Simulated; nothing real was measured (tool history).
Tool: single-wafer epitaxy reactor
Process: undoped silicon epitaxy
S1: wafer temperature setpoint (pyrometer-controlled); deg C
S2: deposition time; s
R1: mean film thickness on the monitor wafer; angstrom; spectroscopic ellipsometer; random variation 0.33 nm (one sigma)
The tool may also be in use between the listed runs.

run	hour	S1	S2	R1
1	0	630	477	488.82
2	2.9	633	477	529.65
3	5.3	633	419	464.16
4	10.5	626	419	391.08
5	11.7	633	419	461.11
6	15	633	372	406.46
7	20.2	636	382	448.1
8	28.8	638	391	483.73
9	36.5	640	398	520.37

The next listed run, before its measurement:
10	39.6	642	403	?

{"run 10": {"R1": 547.87}}
